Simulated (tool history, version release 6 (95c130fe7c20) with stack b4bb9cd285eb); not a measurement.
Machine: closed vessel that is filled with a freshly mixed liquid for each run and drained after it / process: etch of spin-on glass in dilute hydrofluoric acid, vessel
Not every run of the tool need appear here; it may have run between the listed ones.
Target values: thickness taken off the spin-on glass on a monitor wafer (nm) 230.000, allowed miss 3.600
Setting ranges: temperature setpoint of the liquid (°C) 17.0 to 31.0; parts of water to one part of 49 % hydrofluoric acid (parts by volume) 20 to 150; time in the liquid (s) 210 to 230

| run | hour | temperature setpoint of the liquid (°C) | parts of water to one part of 49 % hydrofluoric acid (parts by volume) | time in the liquid (s) | thickness taken off the spin-on glass on a monitor wafer (nm) |
|---|---|---|---|---|---|
| 1 | 0.0 | 23.0 | 85 | 210 | 91.247 |
| 2 | 7.0 | 23.0 | 110 | 210 | 68.520 |
| 3 | 13.3 | 23.0 | 110 | 210 | 68.861 |
| 4 | 22.6 | 23.0 | 110 | 210 | 68.556 |
| 5 | 29.0 | 24.0 | 100 | 210 | 79.648 |
| 6 | 36.7 | 24.0 | 120 | 210 | 64.732 |
| 7 | 41.3 | 25.0 | 110 | 210 | 74.210 |
| 8 | 50.6 | 26.0 | 100 | 210 | 85.896 |
| 9 | 54.8 | 26.5 | 90 | 210 | 98.737 |
| 10 | 62.0 | 27.0 | 80 | 210 | 114.220 |
| 11 | 66.9 | 27.5 | 75 | 210 | 125.680 |
| 12 | 75.3 | 28.0 | 70 | 210 | 139.180 |
| 13 | 80.5 | 28.5 | 65 | 210 | 152.600 |
| 14 | 88.2 | 29.0 | 60 | 210 | 170.830 |
| 15 | 97.4 | 29.5 | 60 | 210 | 173.500 |
| 16 | 106.6 | 30.5 | 50 | 210 | 220.070 |
| 17 | 115.3 | 31.0 | 50 | 210 | 224.920 |
| 18 | 121.1 | 31.0 | 50 | 210 | 224.500 |

4 candidate next runs follow, results not yet known. Just one meets every target within its allowed miss. Identify it.
| A | 126.9 | 30.0 | 50 | 210 | ? |
| B | 126.9 | 30.5 | 50 | 230 | ? |
| C | 126.9 | 31.0 | 50 | 215 | ? |
| D | 126.9 | 31.0 | 50 | 225 | ? |

| move | thickness taken off the spin-on glass on a monitor wafer (nm) |
|---|---|
| A | 215.020 |
| B | 240.150 |
| C | 228.910 |
| D | 239.560 |
A: lands further from the targets than the last run did
B: the result that was furthest off in the last run now lies on the other side of its target
C: hits every target within its allowed miss
D: the result that was furthest off in the last run now lies on the other side of its target
Go with C: it meets all targets.
